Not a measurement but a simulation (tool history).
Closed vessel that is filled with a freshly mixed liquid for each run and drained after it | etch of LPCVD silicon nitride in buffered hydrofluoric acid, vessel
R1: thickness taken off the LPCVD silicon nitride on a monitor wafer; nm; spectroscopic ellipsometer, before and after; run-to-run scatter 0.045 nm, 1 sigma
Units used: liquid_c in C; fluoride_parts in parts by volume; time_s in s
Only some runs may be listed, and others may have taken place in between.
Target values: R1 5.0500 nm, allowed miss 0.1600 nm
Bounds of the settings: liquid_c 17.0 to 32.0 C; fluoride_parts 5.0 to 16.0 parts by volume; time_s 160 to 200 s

run 1 hour=0.0 | liquid_c=24.0 fluoride_parts=9.5 time_s=200 | R1=2.8676
run 2 hour=8.9 | liquid_c=25.5 fluoride_parts=9.0 time_s=200 | R1=3.2019
run 3 hour=10.7 | liquid_c=26.5 fluoride_parts=8.5 time_s=200 | R1=3.5999
run 4 hour=19.4 | liquid_c=26.5 fluoride_parts=8.5 time_s=160 | R1=2.8964
run 5 hour=28.0 | liquid_c=27.5 fluoride_parts=8.0 time_s=165 | R1=3.3707
run 6 hour=36.8 | liquid_c=27.5 fluoride_parts=8.0 time_s=160 | R1=3.2148
run 7 hour=42.5 | liquid_c=28.0 fluoride_parts=7.5 time_s=165 | R1=3.7118
run 8 hour=51.0 | liquid_c=28.5 fluoride_parts=7.5 time_s=165 | R1=3.8297
run 9 hour=52.0 | liquid_c=29.0 fluoride_parts=7.5 time_s=165 | R1=3.8888
run 10 hour=55.2 | liquid_c=29.5 fluoride_parts=7.5 time_s=165 | R1=3.9840

Which single option among these 4 for the next run brings every result within its allowed miss of target? Just one does.
run A hour=58.4 | liquid_c=24.5 fluoride_parts=5.0 time_s=190 | R1=?
run B hour=58.4 | liquid_c=29.5 fluoride_parts=8.5 time_s=160 | R1=?
run C hour=58.4 | liquid_c=31.5 fluoride_parts=6.0 time_s=165 | R1=?
run D hour=58.4 | liquid_c=29.0 fluoride_parts=10.0 time_s=165 | R1=?

move=A R1=5.0725
move=B R1=3.3922
move=C R1=5.4717
move=D R1=2.9975
A: every result within its allowed miss
B: misses by more than the last run did
C: pushes the last run's worst result past its target
D: misses by more than the last run did
A meets every target.

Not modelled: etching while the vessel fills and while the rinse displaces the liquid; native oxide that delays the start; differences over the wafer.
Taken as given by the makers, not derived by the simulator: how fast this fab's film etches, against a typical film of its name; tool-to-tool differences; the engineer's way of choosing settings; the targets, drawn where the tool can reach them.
